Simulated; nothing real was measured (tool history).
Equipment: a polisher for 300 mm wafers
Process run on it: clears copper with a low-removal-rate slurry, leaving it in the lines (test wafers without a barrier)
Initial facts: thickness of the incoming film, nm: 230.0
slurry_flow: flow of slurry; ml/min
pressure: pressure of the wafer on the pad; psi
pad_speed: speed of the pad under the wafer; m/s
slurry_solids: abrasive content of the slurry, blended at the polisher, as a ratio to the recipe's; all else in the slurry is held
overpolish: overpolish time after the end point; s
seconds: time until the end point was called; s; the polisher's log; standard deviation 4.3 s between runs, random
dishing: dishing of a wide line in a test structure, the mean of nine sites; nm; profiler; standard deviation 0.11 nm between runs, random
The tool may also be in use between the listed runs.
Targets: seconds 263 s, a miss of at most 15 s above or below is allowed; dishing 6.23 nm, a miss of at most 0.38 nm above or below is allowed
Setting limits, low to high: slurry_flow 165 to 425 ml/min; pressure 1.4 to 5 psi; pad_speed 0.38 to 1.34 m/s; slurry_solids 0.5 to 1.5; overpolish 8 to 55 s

run,hour,slurry_flow,pressure,pad_speed,slurry_solids,overpolish,seconds,dishing
1,0,275,3.2,0.86,1,28,74.263,58.619
2,4.3,240,2.6,0.7,0.85,21,110.92,33.336
3,12.7,215,2.2,0.6,0.75,17,164.42,20.475
4,19.6,200,1.9,0.54,0.65,14,210.29,12.775
5,25.7,165,1.9,0.54,0.65,14,214.94,12.137
6,29.2,195,1.9,0.54,0.65,14,213.4,13.37
7,36.8,185,1.7,0.52,0.6,12,247.45,9.7431
8,40.5,180,1.6,0.54,0.55,11,259.31,8.9481
9,44.8,175,1.5,0.54,0.55,10,274.47,7.5043
10,49.5,170,1.5,0.58,0.55,9,256.52,7.0544
11,57.2,170,1.5,0.6,0.5,9,258.69,7.3439

Below are 4 possible settings for the next run. Only one of them brings all results inside the allowed miss of their targets. Which is it?
A,64.9,170,1.9,0.5,0.85,8,?,?
B,64.9,165,1.4,0.52,0.5,8,?,?
C,64.9,170,1.4,0.62,0.5,8,?,?
D,64.9,165,1.4,0.62,0.65,12,?,?

move,seconds,dishing
A,227.91,7.3833
B,314.65,5.3862
C,264.45,6.3768
D,255.6,9.7275
A: neither nearer nor further off than the last run
B: carries the result that was furthest off beyond its target, to the other side
C: every result lands within tolerance
D: its largest miss is bigger than the last run's
The right move is C.
